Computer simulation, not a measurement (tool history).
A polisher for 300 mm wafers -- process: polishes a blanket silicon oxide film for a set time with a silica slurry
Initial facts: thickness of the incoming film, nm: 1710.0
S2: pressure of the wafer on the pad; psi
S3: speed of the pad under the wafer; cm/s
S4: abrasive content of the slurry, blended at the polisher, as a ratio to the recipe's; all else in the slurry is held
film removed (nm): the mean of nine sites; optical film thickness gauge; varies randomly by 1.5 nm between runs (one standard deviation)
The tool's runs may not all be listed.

{"run": 1, "hour": 0.0, "flow of slurry (ml/min)": 135, "S2": 5, "S3": 126, "S4": 1, "polishing time (s)": 115, "film removed (nm)": 418.24}
{"run": 2, "hour": 1.4, "flow of slurry (ml/min)": 115, "S2": 5, "S3": 126, "S4": 1, "polishing time (s)": 115, "film removed (nm)": 403.54}
{"run": 3, "hour": 4.8, "flow of slurry (ml/min)": 115, "S2": 3.9, "S3": 126, "S4": 1, "polishing time (s)": 115, "film removed (nm)": 321.46}
{"run": 4, "hour": 8.8, "flow of slurry (ml/min)": 115, "S2": 3.9, "S3": 126, "S4": 1, "polishing time (s)": 121, "film removed (nm)": 340.06}
{"run": 5, "hour": 9.4, "flow of slurry (ml/min)": 115, "S2": 3.9, "S3": 126, "S4": 1, "polishing time (s)": 115, "film removed (nm)": 316.66}
{"run": 6, "hour": 12.2, "flow of slurry (ml/min)": 115, "S2": 3.1, "S3": 126, "S4": 1, "polishing time (s)": 115, "film removed (nm)": 256.14}
{"run": 7, "hour": 17.4, "flow of slurry (ml/min)": 100, "S2": 2.2, "S3": 90, "S4": 0.95, "polishing time (s)": 115, "film removed (nm)": 147.84}

Run 8 is up next; what results do you expect?
{"run": 8, "hour": 20.8, "flow of slurry (ml/min)": 105, "S2": 2.3, "S3": 90, "S4": 0.95, "polishing time (s)": 115, "film removed (nm)": "?"}

Run 8 gave film removed (nm) 156.23.
